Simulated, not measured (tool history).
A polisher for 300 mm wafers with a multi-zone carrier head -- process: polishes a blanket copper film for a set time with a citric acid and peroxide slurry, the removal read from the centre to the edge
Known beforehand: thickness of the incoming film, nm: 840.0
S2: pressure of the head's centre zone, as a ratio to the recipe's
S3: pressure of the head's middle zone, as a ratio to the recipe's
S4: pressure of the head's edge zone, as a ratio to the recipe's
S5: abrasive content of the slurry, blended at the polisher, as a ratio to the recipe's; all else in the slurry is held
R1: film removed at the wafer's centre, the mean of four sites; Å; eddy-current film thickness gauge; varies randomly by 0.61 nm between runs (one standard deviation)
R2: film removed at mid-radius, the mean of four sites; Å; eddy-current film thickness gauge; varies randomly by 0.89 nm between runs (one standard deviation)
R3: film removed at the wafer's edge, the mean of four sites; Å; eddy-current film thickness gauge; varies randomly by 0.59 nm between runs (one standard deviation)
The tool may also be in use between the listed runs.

{"run": 1, "day": 0.0, "flow of slurry (ml/min)": 260, "S2": 1.0, "S3": 1.0, "S4": 1.0, "S5": 1.0, "polishing time (s)": 77, "R1": 1164.7, "R2": 1127.7, "R3": 1121.4}
{"run": 2, "day": 0.238, "flow of slurry (ml/min)": 260, "S2": 1.0, "S3": 1.0, "S4": 1.0, "S5": 1.0, "polishing time (s)": 64, "R1": 961.63, "R2": 938.32, "R3": 932.3}
{"run": 3, "day": 0.604, "flow of slurry (ml/min)": 260, "S2": 1.0, "S3": 0.92, "S4": 1.0, "S5": 1.0, "polishing time (s)": 64, "R1": 975.93, "R2": 886.69, "R3": 929.58}
{"run": 4, "day": 0.821, "flow of slurry (ml/min)": 265, "S2": 0.98, "S3": 0.98, "S4": 0.94, "S5": 0.85, "polishing time (s)": 55, "R1": 793.02, "R2": 781.42, "R3": 772.2}
{"run": 5, "day": 0.888, "flow of slurry (ml/min)": 265, "S2": 0.98, "S3": 0.98, "S4": 0.9, "S5": 0.85, "polishing time (s)": 55, "R1": 797.17, "R2": 750.85, "R3": 753.15}
{"run": 6, "day": 1.092, "flow of slurry (ml/min)": 265, "S2": 0.91, "S3": 0.98, "S4": 0.9, "S5": 0.85, "polishing time (s)": 55, "R1": 728.18, "R2": 787.88, "R3": 764.37}
{"run": 7, "day": 1.425, "flow of slurry (ml/min)": 270, "S2": 0.93, "S3": 1.04, "S4": 0.87, "S5": 0.75, "polishing time (s)": 50, "R1": 689.05, "R2": 718.8, "R3": 666.36}

Run 8 is up next; what results do you expect?
{"run": 8, "day": 1.596, "flow of slurry (ml/min)": 265, "S2": 0.91, "S3": 1.07, "S4": 0.85, "S5": 0.65, "polishing time (s)": 48, "R1": "?", "R2": "?", "R3": "?"}

Run 8 produced R1 618.40 Å, R2 704.48 Å, R3 614.20 Å.
